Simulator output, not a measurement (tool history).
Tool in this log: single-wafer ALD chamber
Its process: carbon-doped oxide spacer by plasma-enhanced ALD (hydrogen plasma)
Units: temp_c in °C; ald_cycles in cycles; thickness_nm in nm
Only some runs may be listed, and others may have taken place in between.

run 1 hour=0 | temp_c=420 ald_cycles=462 | thickness_nm=20.454
run 2 hour=8.4 | temp_c=412 ald_cycles=462 | thickness_nm=20.739
run 3 hour=9.2 | temp_c=412 ald_cycles=487 | thickness_nm=22.115
run 4 hour=10.5 | temp_c=413 ald_cycles=479 | thickness_nm=21.746
run 5 hour=16.1 | temp_c=413 ald_cycles=448 | thickness_nm=20.347
run 6 hour=18.4 | temp_c=415 ald_cycles=445 | thickness_nm=19.89
run 7 hour=22.1 | temp_c=417 ald_cycles=443 | thickness_nm=19.632
run 8 hour=30.6 | temp_c=418 ald_cycles=441 | thickness_nm=19.66
run 9 hour=39.5 | temp_c=430 ald_cycles=411 | thickness_nm=17.437
run 10 hour=42 | temp_c=429 ald_cycles=412 | thickness_nm=17.664
run 11 hour=45.5 | temp_c=428 ald_cycles=413 | thickness_nm=17.643
run 12 hour=51.6 | temp_c=427 ald_cycles=414 | thickness_nm=17.653

Run 13 comes next. What will it give?
run 13 hour=53 | temp_c=426 ald_cycles=415 | thickness_nm=?

Run 13 yielded thickness_nm 17.979 nm.

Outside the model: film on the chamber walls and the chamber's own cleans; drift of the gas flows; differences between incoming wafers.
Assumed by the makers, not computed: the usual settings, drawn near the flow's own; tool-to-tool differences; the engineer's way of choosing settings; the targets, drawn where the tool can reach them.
